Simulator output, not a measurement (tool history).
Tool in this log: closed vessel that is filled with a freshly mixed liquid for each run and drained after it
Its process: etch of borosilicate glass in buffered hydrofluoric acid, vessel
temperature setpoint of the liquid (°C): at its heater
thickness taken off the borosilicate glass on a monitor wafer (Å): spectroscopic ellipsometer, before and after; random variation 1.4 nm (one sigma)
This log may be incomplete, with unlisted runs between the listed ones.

run,hour,temperature setpoint of the liquid (°C),parts of 40 % ammonium fluoride to one part of 49 % hydrofluoric acid (parts by volume),time in the liquid (s),thickness taken off the borosilicate glass on a monitor wafer (Å)
1,0,20,7.5,100,1414.6
2,8.1,20,6.5,100,1619.4
3,9.2,20,7.5,100,1415.8
4,13.4,21,7.5,100,1506.9
5,14.5,19,7.5,100,1334.3
6,20.8,19,7.5,105,1408.8
7,23.7,19.5,7.5,105,1436.8
8,25.6,20,7.5,105,1482

Run 9, settings as shown, results not yet in. Your forecast:
9,33.2,21,7.5,105,?

thickness taken off the borosilicate glass on a monitor wafer (Å): 1570
